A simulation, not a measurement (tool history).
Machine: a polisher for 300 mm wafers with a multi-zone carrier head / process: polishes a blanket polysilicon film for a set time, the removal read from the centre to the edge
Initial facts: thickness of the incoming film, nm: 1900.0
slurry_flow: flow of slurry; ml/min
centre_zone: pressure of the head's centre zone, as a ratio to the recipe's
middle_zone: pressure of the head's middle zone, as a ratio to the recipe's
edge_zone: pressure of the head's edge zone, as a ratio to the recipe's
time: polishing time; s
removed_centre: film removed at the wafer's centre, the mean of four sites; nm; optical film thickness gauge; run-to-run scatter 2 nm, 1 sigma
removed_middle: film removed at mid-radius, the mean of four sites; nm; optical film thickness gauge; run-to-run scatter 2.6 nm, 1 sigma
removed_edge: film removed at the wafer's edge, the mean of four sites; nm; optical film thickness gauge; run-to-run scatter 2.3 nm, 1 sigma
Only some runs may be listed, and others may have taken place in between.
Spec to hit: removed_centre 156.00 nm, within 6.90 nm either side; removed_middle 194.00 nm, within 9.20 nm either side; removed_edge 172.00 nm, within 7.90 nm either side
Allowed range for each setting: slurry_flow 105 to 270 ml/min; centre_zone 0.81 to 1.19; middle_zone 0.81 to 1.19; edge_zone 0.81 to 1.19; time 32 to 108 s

| run | hour | slurry_flow | centre_zone | middle_zone | edge_zone | time | removed_centre | removed_middle | removed_edge |
|---|---|---|---|---|---|---|---|---|---|
| 1 | 0.0 | 175 | 1.00 | 1.00 | 1.00 | 70 | 327.08 | 340.99 | 328.91 |
| 2 | 1.6 | 175 | 1.00 | 1.00 | 1.07 | 70 | 321.90 | 340.06 | 339.01 |
| 3 | 3.8 | 175 | 1.00 | 0.96 | 1.07 | 70 | 320.54 | 321.15 | 327.90 |
| 4 | 6.4 | 160 | 0.95 | 0.97 | 0.99 | 58 | 249.85 | 265.48 | 266.51 |
| 5 | 14.4 | 160 | 0.95 | 0.97 | 0.92 | 58 | 247.45 | 268.54 | 259.52 |
|  | 19.1 | slurry nozzle cleaned |
| 6 | 19.1 | 160 | 1.01 | 0.97 | 0.92 | 58 | 281.25 | 280.79 | 266.68 |
| 7 | 27.0 | 160 | 0.97 | 0.99 | 0.89 | 50 | 234.94 | 242.33 | 230.76 |
| 8 | 33.3 | 155 | 0.93 | 1.03 | 0.86 | 45 | 196.40 | 222.60 | 200.33 |
| 9 | 34.7 | 150 | 0.91 | 1.03 | 0.85 | 43 | 183.24 | 215.10 | 192.08 |
| 10 | 36.5 | 135 | 0.86 | 1.02 | 0.82 | 36 | 142.90 | 175.02 | 154.69 |
| 11 | 40.7 | 150 | 0.86 | 1.03 | 0.84 | 36 | 144.73 | 183.20 | 160.95 |
| 12 | 45.1 | 160 | 0.87 | 1.03 | 0.85 | 36 | 149.58 | 182.37 | 164.01 |
| 13 | 53.8 | 165 | 0.87 | 1.04 | 0.86 | 36 | 152.03 | 185.21 | 159.69 |

Exercise: of the 4 proposed moves below, exactly one satisfies all targets within the stated allowed misses. Which move is it?
| A | 62.5 | 155 | 0.94 | 1.04 | 0.86 | 34 | ? | ? | ? |
| B | 62.5 | 175 | 0.87 | 1.07 | 0.91 | 40 | ? | ? | ? |
| C | 62.5 | 155 | 0.94 | 1.00 | 0.82 | 39 | ? | ? | ? |
| D | 62.5 | 140 | 0.89 | 1.08 | 0.95 | 38 | ? | ? | ? |

| move | removed_centre | removed_middle | removed_edge |
|---|---|---|---|
| A | 152.96 | 176.27 | 153.15 |
| B | 171.59 | 217.61 | 187.59 |
| C | 175.41 | 195.59 | 172.41 |
| D | 158.16 | 198.91 | 175.52 |
A: its largest miss is bigger than the last run's
B: moves the result that the last run missed by most past its target, out the other side
C: corrects the largest miss of the last run, while another result sits out of spec
D: each result inside its tolerance
D is the move that brings every result within its allowed miss.
